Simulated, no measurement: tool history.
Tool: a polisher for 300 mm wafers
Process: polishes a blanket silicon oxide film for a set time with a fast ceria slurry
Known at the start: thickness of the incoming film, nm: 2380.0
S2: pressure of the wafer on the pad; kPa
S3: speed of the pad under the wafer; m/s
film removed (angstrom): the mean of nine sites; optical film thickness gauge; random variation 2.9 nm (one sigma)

Run 1, hour 0.0: flow of slurry (ml/min) 155, S2 12.4 kPa, S3 0.96 m/s, polishing time (s) 49. Result: film removed (angstrom) 3869.6.
Run 2, hour 1.4: flow of slurry (ml/min) 155, S2 9.7 kPa, S3 0.96 m/s, polishing time (s) 49. Result: film removed (angstrom) 3105.0.
Run 3, hour 4.8: flow of slurry (ml/min) 155, S2 11.7 kPa, S3 0.96 m/s, polishing time (s) 49. Result: film removed (angstrom) 3631.7.
Run 4, hour 10.9: flow of slurry (ml/min) 155, S2 11.7 kPa, S3 0.96 m/s, polishing time (s) 45. Result: film removed (angstrom) 3367.5.
Run 5, hour 18.5: flow of slurry (ml/min) 155, S2 11.7 kPa, S3 0.82 m/s, polishing time (s) 45. Result: film removed (angstrom) 2889.5.
At hour 27.1: slurry nozzle cleaned.
Run 6, hour 27.1: flow of slurry (ml/min) 170, S2 11.7 kPa, S3 0.82 m/s, polishing time (s) 45. Result: film removed (angstrom) 3239.7.
Run 7, hour 29.6: flow of slurry (ml/min) 175, S2 11.7 kPa, S3 0.82 m/s, polishing time (s) 45. Result: film removed (angstrom) 3237.4.

The next listed run, before its measurement:
Run 8, hour 35.4: flow of slurry (ml/min) 180, S2 11.7 kPa, S3 0.82 m/s, polishing time (s) 45. Result: film removed (angstrom) ?.

film removed (angstrom): 3294.3
